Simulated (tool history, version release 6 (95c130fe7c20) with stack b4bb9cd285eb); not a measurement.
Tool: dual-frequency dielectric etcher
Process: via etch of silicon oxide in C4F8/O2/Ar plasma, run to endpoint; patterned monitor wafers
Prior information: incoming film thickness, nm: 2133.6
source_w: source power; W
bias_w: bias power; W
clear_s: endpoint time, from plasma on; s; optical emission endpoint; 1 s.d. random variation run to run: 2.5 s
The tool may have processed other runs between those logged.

run,hour,source_w,bias_w,clear_s
1,0,1760,2792,391.06
2,3.2,1890,2792,379.44
3,11.1,1890,2539,394.37
4,12.4,1740,2410,413.2
5,16.1,1740,2102,434.59
6,19.6,1620,2064,451.8
7,26.3,1540,2046,459.2

Forecast run 8:
8,31.4,1460,2027,?

clear_s: 471.11 s
